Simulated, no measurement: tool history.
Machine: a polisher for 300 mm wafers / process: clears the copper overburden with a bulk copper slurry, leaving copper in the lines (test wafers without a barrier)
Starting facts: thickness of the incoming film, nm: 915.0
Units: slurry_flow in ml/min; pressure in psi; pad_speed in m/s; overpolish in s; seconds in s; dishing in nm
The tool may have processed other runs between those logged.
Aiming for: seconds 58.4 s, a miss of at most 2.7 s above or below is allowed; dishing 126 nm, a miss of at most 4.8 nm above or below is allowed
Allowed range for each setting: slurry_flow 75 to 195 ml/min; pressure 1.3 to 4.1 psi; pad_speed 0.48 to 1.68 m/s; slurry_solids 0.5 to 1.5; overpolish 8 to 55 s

run	day	slurry_flow	pressure	pad_speed	slurry_solids	overpolish	seconds	dishing
1	0	125	2.7	1.08	1	28	92.092	116.2
2	0.371	125	2.7	1.08	1	39	94.316	129.62
3	0.625	155	2.7	1.08	1	39	87.825	131.64
4	0.933	135	2.7	1.08	1	39	93.279	130.45
5	0.992	135	2.7	0.94	1	39	103.7	124.1
6	1.242	135	2.7	1.04	1	39	93.975	127.34
7	1.617	150	3.4	1.2	1	25	66.681	132.16
8	1.725	155	3.4	1.2	1	23	65.659	129.02
9	1.867	155	3.4	1.2	1	22	66.358	127.42
10	2.125	155	3.5	1.2	1	21	63.906	124.55
11	2.292	160	3.6	1.2	1	20	62.534	126.97
12	2.65	160	3.6	1.2	1	19	62.204	122.04

Which of these 5 next moves meets every target?
A	3.008	180	3.4	1.38	0.9	19	?	?
B	3.008	160	3.9	1.14	1	21	?	?
C	3.008	165	3.8	1.04	1	25	?	?
D	3.008	165	3.8	1.28	0.85	22	?	?
E	3.008	155	3.8	1.08	0.85	21	?	?

move	seconds	dishing
A	59.878	126.64
B	60.077	136.05
C	65.753	139.89
D	58.872	138.96
E	67.909	128.18
A: all results in spec
B: corrects the largest miss of the last run, while another result sits out of spec
C: the biggest miss grows against the last run
D: corrects the largest miss of the last run, while another result sits out of spec
E: the biggest miss grows against the last run
A is the move that brings every result within its allowed miss.
